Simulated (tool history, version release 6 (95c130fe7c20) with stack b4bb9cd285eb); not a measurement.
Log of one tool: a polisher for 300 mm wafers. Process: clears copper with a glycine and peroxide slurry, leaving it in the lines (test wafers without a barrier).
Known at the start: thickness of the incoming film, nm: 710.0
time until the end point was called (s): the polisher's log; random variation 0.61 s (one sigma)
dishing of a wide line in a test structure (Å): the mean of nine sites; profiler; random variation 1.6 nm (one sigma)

run,hour,flow of slurry (ml/min),pressure of the wafer on the pad (kPa),speed of the pad under the wafer (cm/s),overpolish time after the end point (s),time until the end point was called (s),dishing of a wide line in a test structure (Å)
1,0.0,180,19.3,116,12,88.044,635.43
2,4.9,225,19.3,116,12,85.052,644.40
3,7.2,225,19.3,140,12,73.441,710.61
4,13.5,220,20.7,140,13,69.137,806.76
5,21.8,220,20.7,114,13,81.765,722.37
6,30.1,200,20.7,114,13,82.708,732.55
7,37.8,200,22.8,114,14,76.830,803.95
8,40.3,200,24.1,114,15,72.105,902.15
9,48.5,200,24.8,114,16,71.149,946.62
10,50.6,200,25.5,114,17,69.779,1024.00
11,59.2,200,26.2,114,17,67.186,1028.90

Forecast run 12:
# hour 63.2: head pressure recalibrated
12,63.2,210,29.0,116,19,?,?

time until the end point was called (s): 62.564
dishing of a wide line in a test structure (Å): 1167.60
